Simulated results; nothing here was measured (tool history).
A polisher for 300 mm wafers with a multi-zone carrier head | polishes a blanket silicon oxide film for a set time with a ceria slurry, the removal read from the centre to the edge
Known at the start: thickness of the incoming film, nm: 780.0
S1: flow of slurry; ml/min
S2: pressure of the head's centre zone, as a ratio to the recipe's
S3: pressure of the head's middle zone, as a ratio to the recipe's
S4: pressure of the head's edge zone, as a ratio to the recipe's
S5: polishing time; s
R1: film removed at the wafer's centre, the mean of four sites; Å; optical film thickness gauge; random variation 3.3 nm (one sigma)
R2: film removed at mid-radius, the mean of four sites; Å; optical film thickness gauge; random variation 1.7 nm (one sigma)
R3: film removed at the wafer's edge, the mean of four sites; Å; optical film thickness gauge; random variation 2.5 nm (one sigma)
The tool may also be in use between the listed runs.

run  hour   S1    S2    S3    S4  S5      R1      R2      R3
  1   0.0  275  1.00  1.00  1.00  41  3268.4  3393.1  3361.5
  2   6.6  275  1.00  1.00  1.00  51  4011.6  4146.7  4110.2
  3  11.9  270  1.01  0.96  0.96  46  3739.3  3650.9  3684.1
  4  19.5  325  1.01  0.96  0.96  46  3739.7  3685.6  3760.4
  5  26.0  325  1.01  0.96  0.90  46  3797.2  3712.6  3578.9
  6  30.5  315  1.00  0.92  0.88  43  3463.9  3325.6  3346.5
  7  39.4  305  1.01  0.90  0.86  40  3230.6  3034.4  3088.6
  8  47.0  295  1.02  0.89  0.85  38  3084.1  2835.3  2825.1
  9  48.6  280  1.02  0.87  0.84  38  3079.7  2782.3  2824.4
 10  49.6  265  1.02  0.86  0.83  38  3089.1  2752.1  2859.3
 11  50.5  265  1.02  0.86  0.83  37  2939.0  2668.7  2756.0

Run 12 comes next. What will it give?
 12  54.7  260  1.03  0.86  0.82  37   ?   ?   ?

R1: 3077.2 Å
R2: 2657.3 Å
R3: 2741.5 Å
